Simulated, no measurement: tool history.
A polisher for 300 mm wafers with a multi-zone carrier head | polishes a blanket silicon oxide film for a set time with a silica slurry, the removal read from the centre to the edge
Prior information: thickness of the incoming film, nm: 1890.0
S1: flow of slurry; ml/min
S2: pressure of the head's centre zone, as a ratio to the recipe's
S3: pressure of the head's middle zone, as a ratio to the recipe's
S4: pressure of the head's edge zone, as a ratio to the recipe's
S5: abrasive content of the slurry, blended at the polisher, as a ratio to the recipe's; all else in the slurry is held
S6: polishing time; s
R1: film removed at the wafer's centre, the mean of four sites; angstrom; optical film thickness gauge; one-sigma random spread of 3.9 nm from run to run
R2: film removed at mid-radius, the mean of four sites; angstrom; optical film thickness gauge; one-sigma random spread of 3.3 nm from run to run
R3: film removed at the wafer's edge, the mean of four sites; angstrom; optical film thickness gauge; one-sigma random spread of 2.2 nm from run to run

run	day	S1	S2	S3	S4	S5	S6	R1	R2	R3
1	0	130	1	1	1	1	66	2327.1	2375.4	2200.8
2	0.225	130	1	1	1	1	59	1963.8	2049.8	1979.3
3	0.6	130	1.07	1	1	1	59	2181.4	2116.5	2007.9
4	0.817	135	1.07	0.97	1.05	1.1	59	2314.7	2166.3	2184.4
5	0.933	135	1.14	0.97	1.05	1.1	59	2501.5	2166.1	2170.5
6	1.192	135	1.07	0.97	1.05	1.1	59	2373.6	2201.8	2185.4
7	1.35	140	1.05	0.94	1.08	1.15	59	2407.1	2176.6	2270.9

Run 8 is up next; what results do you expect?
8	1.658	145	1.04	0.93	1.11	1.2	59	?	?	?

{"run 8": {"R1": 2409.9, "R2": 2229.5, "R3": 2343.6}}
